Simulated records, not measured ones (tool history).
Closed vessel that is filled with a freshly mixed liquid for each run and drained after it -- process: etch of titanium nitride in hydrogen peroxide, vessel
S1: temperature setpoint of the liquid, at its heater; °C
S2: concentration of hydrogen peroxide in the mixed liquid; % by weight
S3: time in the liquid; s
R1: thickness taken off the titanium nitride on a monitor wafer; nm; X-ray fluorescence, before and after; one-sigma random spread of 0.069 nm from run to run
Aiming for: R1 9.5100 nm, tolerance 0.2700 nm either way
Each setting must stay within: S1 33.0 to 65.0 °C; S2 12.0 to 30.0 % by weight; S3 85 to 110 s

run	day	S1	S2	S3	R1
1	0.000	49.0	22.0	110	4.5934
2	0.325	45.5	22.0	110	3.5582
3	0.500	47.0	22.0	110	3.9895
4	0.571	48.5	22.0	110	4.3883
5	0.879	50.0	22.0	110	5.0152
6	1.250	51.0	22.0	110	5.2389
7	1.546	52.0	22.0	110	5.7064
8	1.912	60.0	22.5	110	9.8348

Consider the 4 candidate settings below. Which is the only one whose results all fall within their allowed miss of target?
A	2.279	59.5	22.0	110	?
B	2.279	62.5	16.5	90	?
C	2.279	61.5	26.0	85	?
D	2.279	61.0	21.5	105	?

move	R1
A	9.4435
B	8.8742
C	8.6494
D	9.9172
A: every result lands within tolerance
B: moves the result that the last run missed by most past its target, out the other side
C: moves the result that the last run missed by most past its target, out the other side
D: the biggest miss grows against the last run
A meets every target.
